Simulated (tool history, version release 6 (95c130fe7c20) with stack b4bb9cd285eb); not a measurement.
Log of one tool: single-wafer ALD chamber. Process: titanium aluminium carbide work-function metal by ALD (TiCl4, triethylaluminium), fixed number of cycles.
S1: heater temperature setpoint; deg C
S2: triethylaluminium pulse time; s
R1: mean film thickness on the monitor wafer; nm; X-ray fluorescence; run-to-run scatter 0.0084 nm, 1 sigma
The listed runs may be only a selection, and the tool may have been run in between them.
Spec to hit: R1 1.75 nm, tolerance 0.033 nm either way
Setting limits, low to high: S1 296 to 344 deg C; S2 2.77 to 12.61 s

{"run": 1, "day": 0.0, "S1": 320, "S2": 7.69, "R1": 1.9944}
{"run": 2, "day": 0.212, "S1": 320, "S2": 8.67, "R1": 2.0223}
{"run": 3, "day": 0.488, "S1": 327, "S2": 8.67, "R1": 2.0808}
{"run": 4, "day": 0.658, "S1": 327, "S2": 9.64, "R1": 2.1121}
{"run": 5, "day": 0.779, "S1": 321, "S2": 9.64, "R1": 2.0616}
{"run": 6, "day": 0.95, "S1": 331, "S2": 9.64, "R1": 2.1489}
{"run": 7, "day": 1.108, "S1": 327, "S2": 9.04, "R1": 2.0748}
{"run": 8, "day": 1.392, "S1": 324, "S2": 8.4, "R1": 2.0489}
{"run": 9, "day": 1.683, "S1": 321, "S2": 7.91, "R1": 2.0057}
{"run": 10, "day": 1.933, "S1": 309, "S2": 5.45, "R1": 1.7998}

Exercise: of the 5 proposed moves below, exactly one satisfies all targets within the stated allowed misses. Which move is it?
{"run": "A", "day": 2.183, "S1": 306, "S2": 6.47, "R1": "?"}
{"run": "B", "day": 2.183, "S1": 302, "S2": 6.49, "R1": "?"}
{"run": "C", "day": 2.183, "S1": 316, "S2": 4.2, "R1": "?"}
{"run": "D", "day": 2.183, "S1": 304, "S2": 6.97, "R1": "?"}
{"run": "E", "day": 2.183, "S1": 310, "S2": 3.88, "R1": "?"}

move=A R1=1.8508
move=B R1=1.8242
move=C R1=1.7667
move=D R1=1.8596
move=E R1=1.6998
A: moves away from the targets compared with the last run
B: moves away from the targets compared with the last run
C: all results in spec
D: moves away from the targets compared with the last run
E: takes the biggest miss from the last run beyond its target
Correct choice: C, which meets every target
